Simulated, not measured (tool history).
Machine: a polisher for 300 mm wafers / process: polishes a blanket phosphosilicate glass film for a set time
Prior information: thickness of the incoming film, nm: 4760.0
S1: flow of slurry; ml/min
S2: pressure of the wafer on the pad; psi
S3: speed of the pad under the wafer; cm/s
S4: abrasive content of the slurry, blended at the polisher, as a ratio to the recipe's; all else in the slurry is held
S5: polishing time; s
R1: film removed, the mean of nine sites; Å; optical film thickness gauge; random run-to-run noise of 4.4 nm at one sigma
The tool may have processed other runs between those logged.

run    day   S1   S2  S3   S4   S5      R1
  1  0.000  215  3.0  86  1.0   95  5761.1
  2  0.058  215  3.0  86  1.0  100  6100.9
  3  0.158  215  2.8  86  1.0  100  5807.6
  4  0.462  215  2.8  86  1.1  100  5854.1
  5  0.729  215  2.6  86  1.1  100  5401.4
  6  1.054  235  2.6  86  1.1  100  5588.3
  7  1.188  225  2.5  86  1.1  100  5342.1
  8  1.300  225  2.5  86  1.1  100  5315.2

Run 9, settings as shown, results not yet in. Your forecast:
  9  1.538  220  2.4  86  1.1  100   ?

R1: 5168.6 Å

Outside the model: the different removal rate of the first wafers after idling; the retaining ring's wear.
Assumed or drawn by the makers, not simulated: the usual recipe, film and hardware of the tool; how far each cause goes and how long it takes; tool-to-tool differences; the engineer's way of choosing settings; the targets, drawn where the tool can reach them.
